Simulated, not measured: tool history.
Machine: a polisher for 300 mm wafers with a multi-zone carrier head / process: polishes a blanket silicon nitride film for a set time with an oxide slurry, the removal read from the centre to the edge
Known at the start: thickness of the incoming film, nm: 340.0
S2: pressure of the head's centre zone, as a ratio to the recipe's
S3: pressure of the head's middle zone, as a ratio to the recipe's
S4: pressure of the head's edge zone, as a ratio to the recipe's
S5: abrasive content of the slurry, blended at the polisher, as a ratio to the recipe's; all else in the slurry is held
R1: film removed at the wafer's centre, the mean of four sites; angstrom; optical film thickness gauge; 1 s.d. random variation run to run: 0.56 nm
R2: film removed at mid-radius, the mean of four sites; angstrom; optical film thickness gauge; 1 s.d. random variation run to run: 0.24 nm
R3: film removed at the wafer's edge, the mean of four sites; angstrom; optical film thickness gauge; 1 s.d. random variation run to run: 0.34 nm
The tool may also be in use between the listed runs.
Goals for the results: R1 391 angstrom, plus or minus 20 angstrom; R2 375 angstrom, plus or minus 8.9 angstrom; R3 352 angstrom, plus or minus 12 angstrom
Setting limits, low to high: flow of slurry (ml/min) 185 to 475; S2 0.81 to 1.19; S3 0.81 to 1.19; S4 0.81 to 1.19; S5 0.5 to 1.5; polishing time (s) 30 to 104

{"run": 1, "day": 0.0, "flow of slurry (ml/min)": 305, "S2": 1, "S3": 1, "S4": 1, "S5": 1, "polishing time (s)": 67, "R1": 333.3, "R2": 330.12, "R3": 342.73}
{"run": 2, "day": 0.262, "flow of slurry (ml/min)": 340, "S2": 1, "S3": 1, "S4": 1, "S5": 1, "polishing time (s)": 67, "R1": 324.08, "R2": 337.55, "R3": 340.56}
{"run": 3, "day": 0.538, "flow of slurry (ml/min)": 340, "S2": 1, "S3": 1, "S4": 1.04, "S5": 1, "polishing time (s)": 67, "R1": 331.69, "R2": 335.47, "R3": 349.58}
{"run": 4, "day": 0.875, "flow of slurry (ml/min)": 340, "S2": 1, "S3": 1, "S4": 1.04, "S5": 0.9, "polishing time (s)": 67, "R1": 312.99, "R2": 316.96, "R3": 325.36}
{"run": 5, "day": 1.121, "flow of slurry (ml/min)": 340, "S2": 1.02, "S3": 1.02, "S4": 1.05, "S5": 0.9, "polishing time (s)": 67, "R1": 324.86, "R2": 320.03, "R3": 328.05}
{"run": 6, "day": 1.488, "flow of slurry (ml/min)": 340, "S2": 1.02, "S3": 1.02, "S4": 1.05, "S5": 0.75, "polishing time (s)": 67, "R1": 281.98, "R2": 283.64, "R3": 287.52}
{"run": 7, "day": 1.733, "flow of slurry (ml/min)": 345, "S2": 1.04, "S3": 1.04, "S4": 1.06, "S5": 0.8, "polishing time (s)": 67, "R1": 304.83, "R2": 304.1, "R3": 304.33}
{"run": 8, "day": 1.888, "flow of slurry (ml/min)": 345, "S2": 1.06, "S3": 1.06, "S4": 1.07, "S5": 0.8, "polishing time (s)": 67, "R1": 302.67, "R2": 305.39, "R3": 306.04}
{"run": 9, "day": 2.204, "flow of slurry (ml/min)": 395, "S2": 1.16, "S3": 1.13, "S4": 1, "S5": 1.05, "polishing time (s)": 68, "R1": 398.43, "R2": 390.26, "R3": 361.06}
{"run": 10, "day": 2.446, "flow of slurry (ml/min)": 390, "S2": 1.16, "S3": 1.13, "S4": 1, "S5": 1.05, "polishing time (s)": 68, "R1": 397.87, "R2": 389.86, "R3": 357.46}
{"run": 11, "day": 2.7, "flow of slurry (ml/min)": 385, "S2": 1.16, "S3": 1.13, "S4": 1, "S5": 1.05, "polishing time (s)": 68, "R1": 392.5, "R2": 396.13, "R3": 348.6}
{"run": 12, "day": 2.892, "flow of slurry (ml/min)": 385, "S2": 1.16, "S3": 1.12, "S4": 1, "S5": 1.05, "polishing time (s)": 68, "R1": 405.87, "R2": 388.22, "R3": 357.65}
{"run": 13, "day": 3.079, "flow of slurry (ml/min)": 380, "S2": 1.14, "S3": 1.11, "S4": 1, "S5": 1.05, "polishing time (s)": 68, "R1": 387.09, "R2": 383.88, "R3": 362.36}

Which of these 5 next moves meets every target?
{"run": "A", "day": 3.267, "flow of slurry (ml/min)": 320, "S2": 1.08, "S3": 1.08, "S4": 1.07, "S5": 1.2, "polishing time (s)": 66, "R1": "?", "R2": "?", "R3": "?"}
{"run": "B", "day": 3.267, "flow of slurry (ml/min)": 360, "S2": 1.05, "S3": 1, "S4": 1.05, "S5": 1.1, "polishing time (s)": 70, "R1": "?", "R2": "?", "R3": "?"}
{"run": "C", "day": 3.267, "flow of slurry (ml/min)": 360, "S2": 1.17, "S3": 1.14, "S4": 1.09, "S5": 1, "polishing time (s)": 70, "R1": "?", "R2": "?", "R3": "?"}
{"run": "D", "day": 3.267, "flow of slurry (ml/min)": 465, "S2": 1.16, "S3": 1.09, "S4": 1.01, "S5": 0.7, "polishing time (s)": 87, "R1": "?", "R2": "?", "R3": "?"}
{"run": "E", "day": 3.267, "flow of slurry (ml/min)": 300, "S2": 1.13, "S3": 1.12, "S4": 1, "S5": 0.95, "polishing time (s)": 76, "R1": "?", "R2": "?", "R3": "?"}

move=A R1=387.94 R2=387.87 R3=377.12
move=B R1=387.45 R2=371.29 R3=381.53
move=C R1=402.01 R2=393.63 R3=368.06
move=D R1=393.05 R2=372.64 R3=347.77
move=E R1=406.57 R2=404.11 R3=368.6
A: misses by more than the last run did
B: the furthest-off result lands on target, but another misses its tolerance
C: misses by more than the last run did
D: meets every target
E: misses by more than the last run did
The right move is D.
